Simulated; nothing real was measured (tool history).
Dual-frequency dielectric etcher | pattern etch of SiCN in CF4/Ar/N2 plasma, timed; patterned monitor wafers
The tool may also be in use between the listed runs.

run	hour	source power (W)	bias power (W)	Ar flow (sccm)	CF4 flow (sccm)	etch time (s)	mean etch depth across the wafer (angstrom)
1	0	350	50	87	84	61.5	428.44
2	2.6	360	50	87	84	61.5	438.36
3	6.2	360	50	96	84	61.5	435.31
4	15.1	310	50	96	84	61.5	388.16
5	21.5	310	50	96	69	61.5	379.23
6	27.6	310	50	96	59	61.5	369.92
7	35.7	330	50	96	59	61.5	385.97
8	39.8	350	50	96	59	61.5	404.09
9	44.9	360	50	96	59	61.5	409.34
10	48.1	370	50	96	59	61.5	417.97
11	52.5	380	50	96	59	61.5	425.99
12	60.7	380	50	96	59	61.5	429.17
13	69.1	380	50	96	59	61.5	426.61
14	70.4	390	50	96	59	61.5	432.76

Run 15 comes next. What will it give?
15	76.4	400	50	96	59	61.5	?

{"run 15": {"mean etch depth across the wafer (angstrom)": 444.83}}

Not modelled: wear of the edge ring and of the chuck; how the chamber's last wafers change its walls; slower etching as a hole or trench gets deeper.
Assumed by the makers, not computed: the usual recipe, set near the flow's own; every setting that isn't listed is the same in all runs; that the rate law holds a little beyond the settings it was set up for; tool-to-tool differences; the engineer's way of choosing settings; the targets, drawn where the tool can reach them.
